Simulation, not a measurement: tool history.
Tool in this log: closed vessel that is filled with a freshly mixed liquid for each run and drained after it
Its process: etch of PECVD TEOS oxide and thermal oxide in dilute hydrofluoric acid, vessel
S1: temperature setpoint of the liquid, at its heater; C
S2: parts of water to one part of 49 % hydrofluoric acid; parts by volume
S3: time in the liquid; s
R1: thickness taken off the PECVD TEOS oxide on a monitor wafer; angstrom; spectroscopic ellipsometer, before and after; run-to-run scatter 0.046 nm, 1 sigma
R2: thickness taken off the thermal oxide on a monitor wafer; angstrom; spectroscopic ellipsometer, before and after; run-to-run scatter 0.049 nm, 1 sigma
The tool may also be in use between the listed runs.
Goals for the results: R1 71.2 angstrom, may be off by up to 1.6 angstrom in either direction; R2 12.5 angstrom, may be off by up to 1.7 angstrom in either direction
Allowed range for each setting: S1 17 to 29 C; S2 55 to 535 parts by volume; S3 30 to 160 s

run 1 day=0 | S1=21 S2=295 S3=80 | R1=54.176 R2=9.4971
run 2 day=0.142 | S1=21 S2=220 S3=80 | R1=78.139 R2=14.81
run 3 day=0.496 | S1=20 S2=220 S3=80 | R1=75.056 R2=13.048
run 4 day=0.762 | S1=20 S2=320 S3=80 | R1=46.842 R2=8.1739
run 5 day=0.846 | S1=20 S2=320 S3=100 | R1=59.225 R2=10.169
run 6 day=1.179 | S1=20 S2=365 S3=100 | R1=49.568 R2=8.3154
run 7 day=1.458 | S1=22.5 S2=360 S3=100 | R1=55.621 R2=9.1786
run 8 day=1.833 | S1=24.5 S2=355 S3=100 | R1=60.722 R2=10.434

Which of these 4 next moves meets every target?
run A day=2.208 | S1=24.5 S2=275 S3=85 | R1=? R2=?
run B day=2.208 | S1=23.5 S2=375 S3=140 | R1=? R2=?
run C day=2.208 | S1=27 S2=260 S3=70 | R1=? R2=?
run D day=2.208 | S1=29 S2=140 S3=30 | R1=? R2=?

move=A R1=71.145 R2=12.428
move=B R1=75.493 R2=13.187
move=C R1=68.645 R2=11.991
move=D R1=67.56 R2=11.802
A: meets every target
B: pushes the last run's worst result past its target
C: closer than the last run, but not yet in spec
D: closer than the last run, but not yet in spec
So the answer is move A, the one that meets all the targets.
